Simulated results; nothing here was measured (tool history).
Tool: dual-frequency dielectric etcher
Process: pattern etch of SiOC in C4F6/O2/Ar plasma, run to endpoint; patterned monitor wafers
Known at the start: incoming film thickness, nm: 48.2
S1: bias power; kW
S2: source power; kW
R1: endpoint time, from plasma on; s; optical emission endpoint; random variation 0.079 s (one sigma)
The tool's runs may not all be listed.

run 1 day=0 | S1=0.615 S2=0.46 | R1=13.7
run 2 day=0.333 | S1=0.528 S2=0.46 | R1=14.187
run 3 day=0.562 | S1=0.528 S2=0.42 | R1=14.702
run 4 day=0.85 | S1=0.552 S2=0.43 | R1=14.47
run 5 day=1.058 | S1=0.633 S2=0.43 | R1=14.04
run 6 day=1.429 | S1=0.633 S2=0.36 | R1=14.75
run 7 day=1.621 | S1=0.653 S2=0.38 | R1=14.321
run 8 day=1.75 | S1=0.671 S2=0.39 | R1=14.256
run 9 day=1.808 | S1=0.687 S2=0.41 | R1=13.714
run 10 day=1.875 | S1=0.701 S2=0.42 | R1=13.711
run 11 day=1.988 | S1=0.824 S2=0.52 | R1=12.276

Run 12 comes next. What will it give?
run 12 day=2.162 | S1=0.828 S2=0.52 | R1=?

R1: 12.297 s
